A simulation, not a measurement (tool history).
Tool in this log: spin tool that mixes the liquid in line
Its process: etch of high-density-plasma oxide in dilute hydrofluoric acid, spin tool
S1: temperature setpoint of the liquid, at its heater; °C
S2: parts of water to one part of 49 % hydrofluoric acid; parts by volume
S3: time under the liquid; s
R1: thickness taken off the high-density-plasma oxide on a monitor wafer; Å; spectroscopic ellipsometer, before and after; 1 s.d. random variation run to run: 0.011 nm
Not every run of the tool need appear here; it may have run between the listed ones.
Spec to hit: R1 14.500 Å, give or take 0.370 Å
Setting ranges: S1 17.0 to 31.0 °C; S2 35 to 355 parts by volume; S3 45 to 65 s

run 1 hour=0.0 | S1=23.0 S2=195 S3=65 | R1=17.318
run 2 hour=1.1 | S1=23.0 S2=145 S3=65 | R1=24.829
run 3 hour=4.0 | S1=23.0 S2=145 S3=65 | R1=24.973
run 4 hour=4.5 | S1=22.0 S2=155 S3=65 | R1=21.917
run 5 hour=9.9 | S1=22.0 S2=155 S3=45 | R1=15.144
run 6 hour=15.1 | S1=22.0 S2=195 S3=45 | R1=11.667
run 7 hour=21.8 | S1=22.5 S2=195 S3=45 | R1=11.743
run 8 hour=30.7 | S1=23.0 S2=195 S3=45 | R1=11.989
run 9 hour=37.1 | S1=24.0 S2=195 S3=45 | R1=12.393
run 10 hour=45.0 | S1=24.0 S2=195 S3=45 | R1=12.549
run 11 hour=48.0 | S1=25.0 S2=195 S3=45 | R1=13.131
run 12 hour=50.3 | S1=25.5 S2=195 S3=45 | R1=13.118
run 13 hour=57.2 | S1=29.0 S2=195 S3=45 | R1=15.121

Which one of the following 4 next-run settings gets every result inside its allowed miss? There is exactly one.
run A hour=64.1 | S1=31.0 S2=195 S3=45 | R1=?
run B hour=64.1 | S1=29.0 S2=235 S3=55 | R1=?
run C hour=64.1 | S1=28.0 S2=230 S3=60 | R1=?
run D hour=64.1 | S1=28.5 S2=185 S3=45 | R1=?

move=A R1=16.020
move=B R1=14.459
move=C R1=15.662
move=D R1=15.667
A: lands further from the targets than the last run did
B: meets every target
C: lands further from the targets than the last run did
D: lands further from the targets than the last run did
The right move is B.

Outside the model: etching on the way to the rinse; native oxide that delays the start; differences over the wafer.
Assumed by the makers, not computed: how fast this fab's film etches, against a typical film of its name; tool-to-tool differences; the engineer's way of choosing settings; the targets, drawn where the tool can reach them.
